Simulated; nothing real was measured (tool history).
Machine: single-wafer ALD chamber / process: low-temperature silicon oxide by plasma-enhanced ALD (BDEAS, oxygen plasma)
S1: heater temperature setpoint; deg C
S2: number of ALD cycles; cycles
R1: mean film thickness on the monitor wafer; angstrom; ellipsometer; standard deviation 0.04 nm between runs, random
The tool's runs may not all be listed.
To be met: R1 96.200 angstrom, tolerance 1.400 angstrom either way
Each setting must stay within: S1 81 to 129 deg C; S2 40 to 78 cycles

run  hour   S1  S2      R1
  1   0.0  105  59  89.704
  2   8.0  103  60  90.978
  3  14.2  103  61  92.782
  4  15.6  103  65  98.278
  5  20.9   99  65  99.235
  6  23.2  100  65  99.338
  7  25.1  101  65  99.057
  8  31.6  102  65  99.022
  9  37.3  103  65  97.950

Exercise: of the 4 proposed moves below, exactly one satisfies all targets within the stated allowed misses. Which move is it?
  A  43.0  108  67   ?
  B  43.0   88  63   ?
  C  43.0  100  63   ?
  D  43.0  103  66   ?

move       R1
   A  101.100
   B   99.859
   C   96.289
   D  100.390
A: further off than the last run
B: further off than the last run
C: all results in spec
D: further off than the last run
Answer: C
